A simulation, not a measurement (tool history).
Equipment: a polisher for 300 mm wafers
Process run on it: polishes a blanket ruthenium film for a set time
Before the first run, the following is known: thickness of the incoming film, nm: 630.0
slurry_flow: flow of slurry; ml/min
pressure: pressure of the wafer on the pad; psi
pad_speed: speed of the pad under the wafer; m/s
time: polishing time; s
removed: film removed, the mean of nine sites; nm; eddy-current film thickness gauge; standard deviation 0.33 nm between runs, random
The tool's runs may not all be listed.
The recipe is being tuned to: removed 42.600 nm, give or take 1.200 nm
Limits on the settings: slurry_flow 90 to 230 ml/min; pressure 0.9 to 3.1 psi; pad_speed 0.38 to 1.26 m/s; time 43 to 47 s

Run 1, hour 0.0: slurry_flow 150 ml/min, pressure 2.0 psi, pad_speed 0.82 m/s, time 47 s. Result: removed 47.991 nm.
Run 2, hour 2.6: slurry_flow 150 ml/min, pressure 2.0 psi, pad_speed 0.68 m/s, time 47 s. Result: removed 39.987 nm.
Run 3, hour 5.4: slurry_flow 155 ml/min, pressure 2.0 psi, pad_speed 0.68 m/s, time 47 s. Result: removed 40.170 nm.
Run 4, hour 13.7: slurry_flow 160 ml/min, pressure 2.0 psi, pad_speed 0.68 m/s, time 47 s. Result: removed 40.188 nm.
Run 5, hour 16.4: slurry_flow 160 ml/min, pressure 2.0 psi, pad_speed 0.80 m/s, time 47 s. Result: removed 47.262 nm.
Run 6, hour 20.9: slurry_flow 155 ml/min, pressure 2.0 psi, pad_speed 0.80 m/s, time 47 s. Result: removed 46.576 nm.
Run 7, hour 26.1: slurry_flow 150 ml/min, pressure 2.0 psi, pad_speed 0.80 m/s, time 47 s. Result: removed 46.798 nm.
Run 8, hour 30.2: slurry_flow 145 ml/min, pressure 1.9 psi, pad_speed 0.80 m/s, time 47 s. Result: removed 43.980 nm.
Run 9, hour 35.4: slurry_flow 140 ml/min, pressure 1.9 psi, pad_speed 0.80 m/s, time 47 s. Result: removed 44.269 nm.

5 next moves are on the table. One of them brings every result within its allowed miss. Which?
Run A, hour 40.6: slurry_flow 155 ml/min, pressure 1.8 psi, pad_speed 0.90 m/s, time 45 s. Result: removed ?.
Run B, hour 40.6: slurry_flow 160 ml/min, pressure 1.7 psi, pad_speed 0.90 m/s, time 44 s. Result: removed ?.
Run C, hour 40.6: slurry_flow 120 ml/min, pressure 2.1 psi, pad_speed 0.80 m/s, time 47 s. Result: removed ?.
Run D, hour 40.6: slurry_flow 150 ml/min, pressure 2.0 psi, pad_speed 0.80 m/s, time 47 s. Result: removed ?.
Run E, hour 40.6: slurry_flow 140 ml/min, pressure 1.7 psi, pad_speed 0.98 m/s, time 47 s. Result: removed ?.

move  removed
   A   45.610
   B   42.443
   C   46.727
   D   46.766
   E   48.018
A: misses by more than the last run did
B: meets every target
C: misses by more than the last run did
D: misses by more than the last run did
E: misses by more than the last run did
The right move is B.
